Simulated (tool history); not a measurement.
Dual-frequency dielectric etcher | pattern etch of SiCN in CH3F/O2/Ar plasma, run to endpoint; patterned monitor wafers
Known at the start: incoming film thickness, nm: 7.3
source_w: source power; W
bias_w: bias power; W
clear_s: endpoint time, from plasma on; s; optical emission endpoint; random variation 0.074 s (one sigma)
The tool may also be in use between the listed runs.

| run | hour | source_w | bias_w | clear_s |
|---|---|---|---|---|
| 1 | 0.0 | 320 | 67 | 21.421 |
| 2 | 4.2 | 320 | 74 | 20.575 |
| 3 | 5.4 | 320 | 80 | 20.085 |
| 4 | 8.8 | 320 | 88 | 19.474 |
| 5 | 17.3 | 340 | 89 | 18.979 |
| 6 | 24.7 | 340 | 83 | 19.402 |
| 7 | 26.5 | 360 | 84 | 18.955 |
| 8 | 32.6 | 360 | 84 | 18.899 |

The next listed run, before its measurement:
| 9 | 33.9 | 370 | 85 | ? |

Run 9 gave clear_s 18.706 s.
